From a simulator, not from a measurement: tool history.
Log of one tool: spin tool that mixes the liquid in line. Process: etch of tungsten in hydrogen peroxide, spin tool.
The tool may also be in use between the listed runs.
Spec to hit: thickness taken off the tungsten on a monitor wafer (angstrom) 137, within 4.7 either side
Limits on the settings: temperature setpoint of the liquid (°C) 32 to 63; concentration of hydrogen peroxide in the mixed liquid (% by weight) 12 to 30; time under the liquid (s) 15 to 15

run  hour  temperature setpoint of the liquid (°C)  concentration of hydrogen peroxide in the mixed liquid (% by weight)  time under the liquid (s)  thickness taken off the tungsten on a monitor wafer (angstrom)
  1     0                                       47                                                                    23                         15                                                           170.9
  2   8.7                                     46.5                                                                    23                         15                                                          162.82
  3    11                                     46.5                                                                  18.5                         15                                                          144.83
  4  15.9                                     51.5                                                                  18.5                         15                                                          199.62
  5  19.5                                     56.5                                                                  18.5                         15                                                          266.93
  6  26.1                                       61                                                                  18.5                         15                                                          346.58
  7  34.8                                       59                                                                  18.5                         15                                                          311.51
  8  39.6                                     57.5                                                                  18.5                         15                                                          288.44
  9  47.6                                       56                                                                  18.5                         15                                                          264.24
 10    51                                     54.5                                                                  18.5                         15                                                           238.1
 11  57.9                                     53.5                                                                  18.5                         15                                                          226.22
 12  59.4                                     52.5                                                                  18.5                         15                                                          207.77
 13  61.4                                     51.5                                                                  18.5                         15                                                          197.16
 14  68.4                                       51                                                                  18.5                         15                                                          191.81
 15  70.5                                     50.5                                                                  18.5                         15                                                          186.42
 16    73                                       50                                                                  18.5                         15                                                          184.81
 17  76.2                                     49.5                                                                  18.5                         15                                                          174.12
 18  78.6                                       49                                                                  18.5                         15                                                          171.41
 19  81.3                                     44.5                                                                  18.5                         15                                                          129.17

Consider the 5 candidate settings below. Which is the only one whose results all fall within their allowed miss of target?
  A    84                                       43                                                                    20                         15                                                               ?
  B    84                                     44.5                                                                  20.5                         15                                                               ?
  C    84                                     46.5                                                                    19                         15                                                               ?
  D    84                                       46                                                                    20                         15                                                               ?
  E    84                                       47                                                                    18                         15                                                               ?

move  thickness taken off the tungsten on a monitor wafer (angstrom)
   A                                                          122.01
   B                                                          135.88
   C                                                          148.34
   D                                                           147.5
   E                                                          148.95
A: the biggest miss grows against the last run
B: hits every target within its allowed miss
C: pushes the last run's worst result past its target
D: pushes the last run's worst result past its target
E: pushes the last run's worst result past its target
Answer: B

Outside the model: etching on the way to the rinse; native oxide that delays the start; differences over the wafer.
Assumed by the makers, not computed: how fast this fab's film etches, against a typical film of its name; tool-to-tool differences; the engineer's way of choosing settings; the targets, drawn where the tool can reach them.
